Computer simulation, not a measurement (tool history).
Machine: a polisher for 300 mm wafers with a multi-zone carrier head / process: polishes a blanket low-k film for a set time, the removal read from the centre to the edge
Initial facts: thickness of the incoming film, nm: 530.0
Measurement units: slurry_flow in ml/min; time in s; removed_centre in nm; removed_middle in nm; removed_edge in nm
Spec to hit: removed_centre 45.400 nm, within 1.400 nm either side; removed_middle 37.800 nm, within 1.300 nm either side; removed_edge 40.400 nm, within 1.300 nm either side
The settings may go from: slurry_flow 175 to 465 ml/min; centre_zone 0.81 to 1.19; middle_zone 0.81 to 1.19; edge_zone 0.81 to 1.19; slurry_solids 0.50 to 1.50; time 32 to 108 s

run,hour,slurry_flow,centre_zone,middle_zone,edge_zone,slurry_solids,time,removed_centre,removed_middle,removed_edge
1,0.0,295,1.00,1.00,1.00,1.00,70,39.209,38.851,39.640
2,4.6,295,1.00,1.00,0.97,1.00,70,38.774,38.631,38.999
3,13.4,295,1.00,1.00,0.97,0.80,70,33.830,33.307,33.888
4,16.3,310,1.06,1.01,1.03,0.85,70,38.130,35.562,36.584
5,19.6,310,1.06,1.01,1.03,0.95,70,40.806,38.518,38.335
6,22.3,310,1.06,1.01,0.97,0.95,70,41.242,38.543,38.622
7,31.1,325,1.08,0.99,0.98,0.95,70,41.558,37.290,38.356
8,34.9,330,1.10,0.98,1.00,0.95,70,42.170,38.053,38.075

5 candidate next runs follow, results not yet known. Just one meets every target within its allowed miss. Identify it.
A,38.7,350,1.19,1.00,0.96,1.10,61,?,?,?
B,38.7,400,1.05,0.99,1.02,0.95,71,?,?,?
C,38.7,300,1.09,0.91,0.93,0.90,78,?,?,?
D,38.7,385,1.07,1.04,1.12,0.90,72,?,?,?
E,38.7,360,1.08,1.06,0.93,0.80,75,?,?,?

move,removed_centre,removed_middle,removed_edge
A,43.639,35.810,36.159
B,41.583,38.375,40.059
C,44.927,37.297,40.314
D,41.463,39.129,40.931
E,40.071,38.093,36.037
A: the biggest miss grows against the last run
B: the biggest miss grows against the last run
C: every result lands within tolerance
D: the biggest miss grows against the last run
E: the biggest miss grows against the last run
Go with C: it meets all targets.

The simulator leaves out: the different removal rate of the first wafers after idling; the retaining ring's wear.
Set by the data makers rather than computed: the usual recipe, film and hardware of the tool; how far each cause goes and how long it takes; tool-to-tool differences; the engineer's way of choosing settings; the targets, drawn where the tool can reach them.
